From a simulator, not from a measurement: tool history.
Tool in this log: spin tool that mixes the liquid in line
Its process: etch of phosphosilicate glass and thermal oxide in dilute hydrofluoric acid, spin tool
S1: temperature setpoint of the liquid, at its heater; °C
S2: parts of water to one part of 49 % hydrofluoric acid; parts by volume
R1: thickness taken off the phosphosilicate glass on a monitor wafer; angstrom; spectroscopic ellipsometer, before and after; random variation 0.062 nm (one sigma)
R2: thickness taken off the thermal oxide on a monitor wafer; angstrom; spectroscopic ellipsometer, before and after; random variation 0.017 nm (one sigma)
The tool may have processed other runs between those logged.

run 1 hour=0.0 | S1=23.0 S2=85 time_under_the_liquid_(s)=30 | R1=310.92 R2=13.809
run 2 hour=3.8 | S1=26.0 S2=85 time_under_the_liquid_(s)=30 | R1=349.26 R2=15.823
run 3 hour=5.0 | S1=26.0 S2=85 time_under_the_liquid_(s)=45 | R1=522.18 R2=24.219
run 4 hour=13.1 | S1=26.0 S2=70 time_under_the_liquid_(s)=45 | R1=646.65 R2=29.430
run 5 hour=18.1 | S1=26.0 S2=70 time_under_the_liquid_(s)=35 | R1=503.96 R2=24.435
run 6 hour=24.6 | S1=26.0 S2=90 time_under_the_liquid_(s)=35 | R1=382.62 R2=17.870
run 7 hour=32.3 | S1=25.0 S2=95 time_under_the_liquid_(s)=35 | R1=345.12 R2=15.798
run 8 hour=36.1 | S1=24.5 S2=100 time_under_the_liquid_(s)=35 | R1=319.96 R2=14.672
run 9 hour=39.9 | S1=24.5 S2=100 time_under_the_liquid_(s)=35 | R1=317.36 R2=15.080
run 10 hour=43.3 | S1=23.5 S2=100 time_under_the_liquid_(s)=35 | R1=307.83 R2=14.319
run 11 hour=50.4 | S1=23.0 S2=100 time_under_the_liquid_(s)=35 | R1=301.67 R2=13.916

Forecast run 12:
run 12 hour=52.4 | S1=22.5 S2=100 time_under_the_liquid_(s)=35 | R1=? R2=?

Run 12 measured R1 294.79 angstrom, R2 13.679 angstrom.
